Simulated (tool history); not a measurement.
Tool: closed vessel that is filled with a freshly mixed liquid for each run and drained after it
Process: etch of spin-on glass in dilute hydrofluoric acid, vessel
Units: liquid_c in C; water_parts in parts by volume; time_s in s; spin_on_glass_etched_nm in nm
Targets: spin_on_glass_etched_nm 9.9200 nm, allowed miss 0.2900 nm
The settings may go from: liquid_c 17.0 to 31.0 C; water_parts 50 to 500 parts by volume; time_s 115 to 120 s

run  hour  liquid_c  water_parts  time_s  spin_on_glass_etched_nm
  1   0.0      23.0          275     115                  13.8080
  2   7.8      21.5          285     115                  12.4510
  3  16.5      20.5          290     115                  11.8020
  4  21.7      20.5          380     115                   8.2877
  5  22.5      20.5          380     115                   8.2665
  6  29.0      20.5          475     115                   6.1552
  7  35.5      24.5          425     115                   8.1588
  8  39.3      24.5          425     115                   8.1816
  9  42.2      26.0          425     115                   8.5752
 10  42.9      27.0          425     115                   8.8108
 11  46.5      28.0          425     115                   9.1199
 12  53.5      28.5          425     115                   9.2840
 13  55.2      29.0          425     115                   9.3903
 14  61.1      29.5          425     115                   9.5928

Which of these 4 next moves meets every target?
  A  67.0      27.0          415     115                        ?
  B  67.0      29.0          425     120                        ?
  C  67.0      24.5          415     120                        ?
  D  67.0      29.0          425     115                        ?

move  spin_on_glass_etched_nm
   A                   9.0843
   B                   9.7504
   C                   8.7546
   D                   9.3441
A: further off than the last run
B: meets every target
C: further off than the last run
D: further off than the last run
The right move is B.
